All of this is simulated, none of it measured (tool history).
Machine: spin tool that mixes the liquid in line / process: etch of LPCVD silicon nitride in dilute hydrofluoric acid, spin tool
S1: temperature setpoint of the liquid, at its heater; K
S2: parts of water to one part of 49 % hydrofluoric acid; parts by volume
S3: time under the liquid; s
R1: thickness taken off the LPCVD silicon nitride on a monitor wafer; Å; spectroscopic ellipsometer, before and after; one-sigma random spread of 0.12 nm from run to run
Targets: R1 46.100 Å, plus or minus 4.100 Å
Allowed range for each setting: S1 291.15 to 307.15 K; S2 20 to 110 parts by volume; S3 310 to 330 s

| run | hour | S1 | S2 | S3 | R1 |
|---|---|---|---|---|---|
| 1 | 0.0 | 299.15 | 60 | 310 | 25.012 |
| 2 | 7.5 | 299.15 | 60 | 310 | 24.855 |
| 3 | 12.7 | 301.15 | 55 | 310 | 31.027 |
| 4 | 19.3 | 302.65 | 55 | 310 | 35.279 |
| 5 | 28.3 | 303.65 | 55 | 310 | 36.821 |
| 6 | 36.5 | 303.65 | 55 | 310 | 38.269 |
| 7 | 42.7 | 304.15 | 55 | 310 | 37.817 |
| 8 | 49.8 | 304.65 | 55 | 310 | 39.164 |
| 9 | 55.1 | 305.15 | 55 | 310 | 41.023 |
| 10 | 59.5 | 305.65 | 55 | 310 | 41.266 |

4 next moves are on the table. One of them brings every result within its allowed miss. Which?
| A | 63.9 | 302.65 | 55 | 330 | ? |
| B | 63.9 | 306.15 | 45 | 330 | ? |
| C | 63.9 | 307.15 | 60 | 330 | ? |
| D | 63.9 | 305.65 | 60 | 310 | ? |

| move | R1 |
|---|---|
| A | 35.805 |
| B | 54.637 |
| C | 43.664 |
| D | 37.344 |
A: the biggest miss grows against the last run
B: pushes the last run's worst result past its target
C: all results in spec
D: the biggest miss grows against the last run
The move that meets every target is C.

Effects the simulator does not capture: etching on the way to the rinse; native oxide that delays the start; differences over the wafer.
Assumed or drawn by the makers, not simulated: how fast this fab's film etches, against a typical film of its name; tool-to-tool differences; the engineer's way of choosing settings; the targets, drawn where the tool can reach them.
